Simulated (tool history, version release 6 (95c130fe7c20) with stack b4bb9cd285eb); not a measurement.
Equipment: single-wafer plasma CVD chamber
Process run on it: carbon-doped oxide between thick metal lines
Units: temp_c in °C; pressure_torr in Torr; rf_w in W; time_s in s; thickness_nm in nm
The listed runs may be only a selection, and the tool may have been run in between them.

| run | hour | temp_c | pressure_torr | rf_w | time_s | thickness_nm |
|---|---|---|---|---|---|---|
| 1 | 0 | 355 | 6.68 | 430 | 295 | 1305.2 |
| 2 | 1 | 355 | 6.68 | 430 | 295 | 1295.3 |
| 3 | 3.1 | 357 | 6.49 | 415 | 295 | 1246.1 |
| 4 | 11.1 | 366 | 6.49 | 415 | 295 | 1223.3 |
| 5 | 13.1 | 366 | 6.49 | 415 | 304 | 1257.3 |
| 6 | 21.7 | 367 | 6.3 | 405 | 304 | 1221.9 |
| 7 | 22.9 | 368 | 6.07 | 400 | 304 | 1193.4 |
| 8 | 30.5 | 369 | 5.92 | 400 | 304 | 1190 |
| 9 | 34 | 370 | 5.78 | 400 | 304 | 1185.5 |

Run 10 has not been measured yet. What should we expect?
| 10 | 40 | 371 | 5.65 | 400 | 304 | ? |

thickness_nm: 1175.4 nm
